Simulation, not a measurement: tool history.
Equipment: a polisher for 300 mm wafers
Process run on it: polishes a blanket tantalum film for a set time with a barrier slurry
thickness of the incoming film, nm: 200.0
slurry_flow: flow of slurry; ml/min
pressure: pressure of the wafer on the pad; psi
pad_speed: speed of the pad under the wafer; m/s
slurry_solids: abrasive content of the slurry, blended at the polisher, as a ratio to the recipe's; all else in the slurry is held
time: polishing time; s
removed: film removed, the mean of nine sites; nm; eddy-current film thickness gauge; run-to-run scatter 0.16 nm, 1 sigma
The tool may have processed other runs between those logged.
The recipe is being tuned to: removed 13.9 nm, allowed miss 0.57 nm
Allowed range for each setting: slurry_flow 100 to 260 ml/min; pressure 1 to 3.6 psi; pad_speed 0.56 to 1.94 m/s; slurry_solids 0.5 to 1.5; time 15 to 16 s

run,hour,slurry_flow,pressure,pad_speed,slurry_solids,time,removed
1,0,165,2.3,1.24,1,16,33.056
2,2,165,2.3,1.24,0.9,16,33.219
3,6.1,165,1.9,1.24,0.9,16,27.111
4,9.8,165,1.9,1.1,0.9,16,24.178
5,13.7,165,2.5,1.1,0.9,16,32.348
6,19.8,125,2.5,1.1,0.9,16,30.75
7,23.5,125,2.1,1.08,0.9,16,25.072
8,28.4,125,1.8,1.06,0.9,16,20.868
9,30.3,125,1.6,1.06,0.9,16,19.172
10,31.2,125,1.4,1.06,0.9,16,16.624
11,36.3,125,1.3,1.06,0.9,16,15.353

5 next moves are on the table. One of them brings every result within its allowed miss. Which?
A,41.4,125,1.2,1.08,0.9,15,?
B,41.4,100,1.3,1.06,0.9,16,?
C,41.4,140,1.4,1.02,1,16,?
D,41.4,130,1.4,1.1,0.75,16,?
E,41.4,145,1.7,0.94,0.75,16,?

move,removed
A,13.493
B,14.788
C,16.482
D,16.122
E,16.938
A: all results in spec
B: closer than the last run, but not yet in spec
C: misses by more than the last run did
D: misses by more than the last run did
E: misses by more than the last run did
Correct choice: A, which meets every target
